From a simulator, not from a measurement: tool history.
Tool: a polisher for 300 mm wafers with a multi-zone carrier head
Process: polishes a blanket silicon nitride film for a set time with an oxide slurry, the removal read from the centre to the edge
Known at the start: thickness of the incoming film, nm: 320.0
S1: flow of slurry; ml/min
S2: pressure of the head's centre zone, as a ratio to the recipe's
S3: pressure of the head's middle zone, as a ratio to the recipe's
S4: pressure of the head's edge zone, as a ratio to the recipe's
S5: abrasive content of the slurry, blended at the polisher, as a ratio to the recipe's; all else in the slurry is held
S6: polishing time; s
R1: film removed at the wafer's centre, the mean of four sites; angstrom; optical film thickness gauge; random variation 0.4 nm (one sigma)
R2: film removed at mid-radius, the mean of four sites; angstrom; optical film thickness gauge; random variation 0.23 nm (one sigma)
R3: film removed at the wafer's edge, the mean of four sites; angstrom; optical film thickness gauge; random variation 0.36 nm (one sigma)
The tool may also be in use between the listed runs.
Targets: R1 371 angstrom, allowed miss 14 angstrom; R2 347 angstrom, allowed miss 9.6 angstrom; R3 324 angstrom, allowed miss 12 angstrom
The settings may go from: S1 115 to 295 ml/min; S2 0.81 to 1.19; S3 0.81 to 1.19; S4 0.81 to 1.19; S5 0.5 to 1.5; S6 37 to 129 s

run  hour   S1    S2    S3    S4    S5  S6      R1      R2      R3
  1     0  190     1     1     1     1  83  448.47  449.61   453.4
  2   3.6  190     1     1  1.03     1  83  451.63  452.86   454.6
  3     6  195  1.03  1.01     1  0.85  81  430.62  420.15  416.95
  4  14.3  195  1.03  1.07     1  0.85  81  429.04   433.9  414.42
  5  19.3  195  1.03  1.07  0.93  0.85  81  424.38  435.78  397.38
  6  24.3  170  1.03  1.07  0.93  0.85  81  418.34  425.95  394.62
  7  25.3  175  1.04  1.05  0.91  0.75  81  400.89   407.7  369.98
  8  29.5  170  1.05  1.02  0.89   0.7  81  392.29   386.8  351.82
  9  31.5  165  1.05     1  0.88   0.7  81   388.6  379.64  357.56
 10  37.2  160  1.06  0.99  0.87  0.65  81  378.77  367.17  342.53
 11  41.9  155  1.07  0.98  0.86  0.65  81  390.36  359.04  341.71
 12  44.4  150  1.07  0.98  0.85  0.65  81  384.53  358.87  347.72
 13  48.8  150  1.07  0.98  0.85  0.65  81  376.83  360.42  342.16
     53.3  -- worn pad replaced by a new one
 14  53.3  150  1.07  0.98  0.85  0.65  81   426.2   398.6  370.29
 15  56.9  165  1.07  0.98  0.85  0.65  81  425.04   401.7   378.2
 16  63.9  155  1.07  0.99  0.85  0.65  81  428.17  398.11  379.37
 17  68.2  155  1.07  0.98  0.86   0.6  81  407.08   389.7  374.61
 18  75.9  145  1.06  0.98  0.85  0.65  81   409.1  396.13   364.9
 19  76.6  160  1.07     1  0.85   0.6  81  411.92  397.43  369.68
 20  77.1  150  1.07  0.99  0.84  0.65  81   408.7  398.77  383.13

Which of these 4 next moves meets every target?
  A  77.6  135  0.88   1.1  0.81  0.65  89   ?   ?   ?
  B  77.6  135  1.19  0.91  0.82   0.6  72   ?   ?   ?
  C  77.6  115  1.06  0.88  0.92  0.95  68   ?   ?   ?
  D  77.6  150  1.08  0.98  0.81   0.6  73   ?   ?   ?

move      R1      R2      R3
   A     375  459.89  404.73
   B  377.67  323.07   320.2
   C  361.98  337.07   360.3
   D  363.27  350.61  328.83
A: further off than the last run
B: takes the result that was furthest off past its target
C: takes the result that was furthest off past its target
D: meets every target
The right move is D.
